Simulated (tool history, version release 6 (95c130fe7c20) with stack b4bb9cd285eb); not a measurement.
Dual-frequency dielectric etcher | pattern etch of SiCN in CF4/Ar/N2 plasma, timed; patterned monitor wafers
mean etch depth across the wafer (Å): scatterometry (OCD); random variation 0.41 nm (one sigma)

run	day	source power (W)	bias power (W)	Ar flow (sccm)	CF4 flow (sccm)	etch time (s)	mean etch depth across the wafer (Å)
1	0	490	80	133	66	109.5	1020.2
2	0.025	520	80	133	66	109.5	1087.5
3	0.142	520	73	133	66	109.5	1048.4
4	0.167	480	73	133	66	109.5	975.2
5	0.208	480	73	133	66	109.5	970.59
6	0.358	510	73	133	66	109.5	1032.4
7	0.392	530	73	133	66	109.5	1074.3

Run 8 comes next. What will it give?
8	0.562	550	73	133	66	109.5	?

Run 8 gave mean etch depth across the wafer (Å) 1115.1.

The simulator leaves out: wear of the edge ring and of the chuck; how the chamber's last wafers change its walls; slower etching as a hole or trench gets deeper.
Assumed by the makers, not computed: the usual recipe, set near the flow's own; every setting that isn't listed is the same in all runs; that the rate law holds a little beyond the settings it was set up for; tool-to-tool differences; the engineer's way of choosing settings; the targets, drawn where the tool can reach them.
